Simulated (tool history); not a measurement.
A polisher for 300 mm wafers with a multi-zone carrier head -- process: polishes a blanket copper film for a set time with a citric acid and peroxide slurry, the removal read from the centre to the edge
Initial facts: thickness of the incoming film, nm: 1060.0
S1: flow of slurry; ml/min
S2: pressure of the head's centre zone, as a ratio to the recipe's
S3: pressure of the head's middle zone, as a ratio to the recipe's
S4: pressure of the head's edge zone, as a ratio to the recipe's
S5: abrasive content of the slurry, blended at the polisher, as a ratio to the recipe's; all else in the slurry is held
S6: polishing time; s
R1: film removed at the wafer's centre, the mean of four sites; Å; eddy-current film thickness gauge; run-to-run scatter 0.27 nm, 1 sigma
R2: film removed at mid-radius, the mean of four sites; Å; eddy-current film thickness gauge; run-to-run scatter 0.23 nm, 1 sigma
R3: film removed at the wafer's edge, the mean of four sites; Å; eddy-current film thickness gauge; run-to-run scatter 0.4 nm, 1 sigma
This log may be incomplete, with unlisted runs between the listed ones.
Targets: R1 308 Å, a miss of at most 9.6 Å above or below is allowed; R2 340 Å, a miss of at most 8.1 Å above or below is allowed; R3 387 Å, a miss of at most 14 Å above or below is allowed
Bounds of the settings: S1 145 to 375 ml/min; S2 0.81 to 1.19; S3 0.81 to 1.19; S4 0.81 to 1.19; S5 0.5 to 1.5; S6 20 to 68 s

Run 1, hour 0: S1 240 ml/min, S2 1, S3 1, S4 1, S5 1, S6 44 s. Result: R1 718.01 Å, R2 646.89 Å, R3 663.71 Å.
Run 2, hour 4.2: S1 240 ml/min, S2 1, S3 1, S4 1.06, S5 1, S6 44 s. Result: R1 722.64 Å, R2 649.63 Å, R3 687.37 Å.
Run 3, hour 10.2: S1 240 ml/min, S2 1, S3 1, S4 1, S5 1, S6 44 s. Result: R1 722.83 Å, R2 654.78 Å, R3 678.39 Å.
Run 4, hour 11.9: S1 200 ml/min, S2 1, S3 1, S4 1, S5 1, S6 44 s. Result: R1 692.23 Å, R2 635.69 Å, R3 662.62 Å.
Run 5, hour 17.1: S1 180 ml/min, S2 0.93, S3 0.98, S4 1.02, S5 0.85, S6 37 s. Result: R1 514.08 Å, R2 504.92 Å, R3 539.41 Å.
Run 6, hour 22.6: S1 180 ml/min, S2 0.93, S3 0.98, S4 0.95, S5 0.85, S6 37 s. Result: R1 519.21 Å, R2 503.04 Å, R3 525.99 Å.
Run 7, hour 23.3: S1 170 ml/min, S2 0.89, S3 0.97, S4 0.99, S5 0.75, S6 33 s. Result: R1 438.43 Å, R2 435 Å, R3 462.93 Å.
Run 8, hour 29.8: S1 160 ml/min, S2 0.86, S3 0.97, S4 1.06, S5 0.7, S6 30 s. Result: R1 373.33 Å, R2 385.33 Å, R3 426.46 Å.
Run 9, hour 35.4: S1 155 ml/min, S2 0.84, S3 0.97, S4 1.09, S5 0.65, S6 29 s. Result: R1 341.37 Å, R2 367.72 Å, R3 408.52 Å.
Run 10, hour 43.1: S1 155 ml/min, S2 0.83, S3 0.96, S4 1.1, S5 0.6, S6 29 s. Result: R1 340.3 Å, R2 358.58 Å, R3 411.76 Å.

Pick the move, out of 4, that brings all results within their allowed miss; only one does.
Run A, hour 50.8: S1 145 ml/min, S2 0.87, S3 1.05, S4 1.04, S5 0.8, S6 25 s. Result: R1 ?, R2 ?, R3 ?.
Run B, hour 50.8: S1 145 ml/min, S2 0.81, S3 0.96, S4 1.1, S5 0.55, S6 28 s. Result: R1 ?, R2 ?, R3 ?.
Run C, hour 50.8: S1 210 ml/min, S2 0.89, S3 0.91, S4 1.17, S5 1.2, S6 23 s. Result: R1 ?, R2 ?, R3 ?.
Run D, hour 50.8: S1 245 ml/min, S2 0.87, S3 1.07, S4 1.1, S5 0.6, S6 23 s. Result: R1 ?, R2 ?, R3 ?.

move      R1      R2      R3
   A  311.89  341.68  350.24
   B  310.68  339.27  386.13
   C  337.29   317.6  382.85
   D  308.08  339.02  342.72
A: meets the target for the result that was furthest off, but another lies outside its allowed miss
B: all results land within tolerance of their targets
C: better than the last run, though not everything is in spec
D: meets the target for the result that was furthest off, but another lies outside its allowed miss
Go with B: it meets all targets.
